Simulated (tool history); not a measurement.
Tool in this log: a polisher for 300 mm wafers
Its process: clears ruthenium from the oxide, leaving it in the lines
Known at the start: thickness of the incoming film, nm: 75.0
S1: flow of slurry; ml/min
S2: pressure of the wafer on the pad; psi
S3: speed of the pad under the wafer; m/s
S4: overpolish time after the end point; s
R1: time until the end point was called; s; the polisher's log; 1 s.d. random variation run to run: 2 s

run	hour	S1	S2	S3	S4	R1
1	0.0	300	1.9	0.88	23	73.388
2	7.2	300	1.8	0.88	23	75.738
3	9.4	300	1.8	0.76	23	85.932
4	13.5	300	1.7	0.76	23	93.297
5	21.7	300	1.6	0.76	23	96.366
6	22.3	300	1.5	0.76	23	104.280

Estimate the outcome of run 7 from the log above:
7	27.0	300	1.4	0.76	23	?

R1: 107.970 s
